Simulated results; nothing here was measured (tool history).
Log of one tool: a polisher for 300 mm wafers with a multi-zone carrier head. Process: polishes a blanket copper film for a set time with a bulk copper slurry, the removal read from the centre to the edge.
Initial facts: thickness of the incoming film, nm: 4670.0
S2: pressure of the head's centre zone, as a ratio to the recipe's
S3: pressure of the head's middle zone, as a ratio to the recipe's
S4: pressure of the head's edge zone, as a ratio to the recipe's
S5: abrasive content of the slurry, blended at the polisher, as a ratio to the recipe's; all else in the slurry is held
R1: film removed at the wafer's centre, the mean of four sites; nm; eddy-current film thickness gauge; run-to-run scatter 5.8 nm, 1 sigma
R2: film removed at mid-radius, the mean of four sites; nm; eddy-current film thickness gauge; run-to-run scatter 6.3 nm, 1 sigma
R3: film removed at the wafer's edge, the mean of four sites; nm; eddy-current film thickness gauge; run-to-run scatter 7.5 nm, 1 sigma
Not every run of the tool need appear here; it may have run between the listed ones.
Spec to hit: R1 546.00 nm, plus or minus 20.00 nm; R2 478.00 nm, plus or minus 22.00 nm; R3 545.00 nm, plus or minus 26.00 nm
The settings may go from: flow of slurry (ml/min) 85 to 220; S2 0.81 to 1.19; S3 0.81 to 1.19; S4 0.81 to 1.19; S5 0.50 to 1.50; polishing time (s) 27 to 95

{"run": 1, "hour": 0.0, "flow of slurry (ml/min)": 140, "S2": 1.0, "S3": 1.0, "S4": 1.0, "S5": 1.0, "polishing time (s)": 61, "R1": 621.88, "R2": 598.44, "R3": 615.94}
{"run": 2, "hour": 1.5, "flow of slurry (ml/min)": 135, "S2": 1.0, "S3": 0.97, "S4": 0.99, "S5": 0.95, "polishing time (s)": 61, "R1": 612.99, "R2": 593.36, "R3": 614.63}
{"run": 3, "hour": 4.5, "flow of slurry (ml/min)": 135, "S2": 1.0, "S3": 0.97, "S4": 0.99, "S5": 0.95, "polishing time (s)": 54, "R1": 544.8, "R2": 534.62, "R3": 537.83}
{"run": 4, "hour": 9.1, "flow of slurry (ml/min)": 135, "S2": 1.0, "S3": 0.97, "S4": 0.99, "S5": 0.95, "polishing time (s)": 64, "R1": 641.93, "R2": 639.41, "R3": 638.99}
{"run": 5, "hour": 17.9, "flow of slurry (ml/min)": 135, "S2": 1.0, "S3": 0.97, "S4": 0.99, "S5": 0.95, "polishing time (s)": 79, "R1": 800.66, "R2": 769.71, "R3": 771.81}
{"run": 6, "hour": 20.5, "flow of slurry (ml/min)": 135, "S2": 1.0, "S3": 0.97, "S4": 1.03, "S5": 0.95, "polishing time (s)": 79, "R1": 787.42, "R2": 765.91, "R3": 786.56}
{"run": 7, "hour": 21.6, "flow of slurry (ml/min)": 135, "S2": 1.02, "S3": 0.95, "S4": 1.04, "S5": 0.9, "polishing time (s)": 74, "R1": 764.12, "R2": 701.57, "R3": 740.86}
{"run": 8, "hour": 29.0, "flow of slurry (ml/min)": 135, "S2": 1.02, "S3": 0.93, "S4": 1.05, "S5": 0.85, "polishing time (s)": 69, "R1": 693.25, "R2": 642.14, "R3": 676.02}
{"run": 9, "hour": 36.8, "flow of slurry (ml/min)": 130, "S2": 1.02, "S3": 0.91, "S4": 1.07, "S5": 0.8, "polishing time (s)": 66, "R1": 655.08, "R2": 589.61, "R3": 655.84}

Next run, 5 choices. One meets every target within its allowed miss, the rest don't. Which?
{"run": "A", "hour": 44.6, "flow of slurry (ml/min)": 125, "S2": 1.05, "S3": 0.9, "S4": 1.12, "S5": 0.75, "polishing time (s)": 55, "R1": "?", "R2": "?", "R3": "?"}
{"run": "B", "hour": 44.6, "flow of slurry (ml/min)": 185, "S2": 1.03, "S3": 0.94, "S4": 0.87, "S5": 0.65, "polishing time (s)": 55, "R1": "?", "R2": "?", "R3": "?"}
{"run": "C", "hour": 44.6, "flow of slurry (ml/min)": 110, "S2": 1.07, "S3": 1.03, "S4": 0.91, "S5": 0.5, "polishing time (s)": 72, "R1": "?", "R2": "?", "R3": "?"}
{"run": "D", "hour": 44.6, "flow of slurry (ml/min)": 165, "S2": 0.94, "S3": 1.07, "S4": 0.97, "S5": 0.75, "polishing time (s)": 76, "R1": "?", "R2": "?", "R3": "?"}
{"run": "E", "hour": 44.6, "flow of slurry (ml/min)": 155, "S2": 0.91, "S3": 1.09, "S4": 0.9, "S5": 0.65, "polishing time (s)": 64, "R1": "?", "R2": "?", "R3": "?"}

move=A R1=540.92 R2=473.46 R3=548.80
move=B R1=553.40 R2=505.45 R3=503.09
move=C R1=658.97 R2=624.29 R3=605.85
move=D R1=702.59 R2=773.42 R3=734.16
move=E R1=553.10 R2=638.51 R3=581.49
A: all results in spec
B: corrects the largest miss of the last run, while another result sits out of spec
C: the biggest miss grows against the last run
D: the biggest miss grows against the last run
E: corrects the largest miss of the last run, while another result sits out of spec
A is the move that brings every result within its allowed miss.

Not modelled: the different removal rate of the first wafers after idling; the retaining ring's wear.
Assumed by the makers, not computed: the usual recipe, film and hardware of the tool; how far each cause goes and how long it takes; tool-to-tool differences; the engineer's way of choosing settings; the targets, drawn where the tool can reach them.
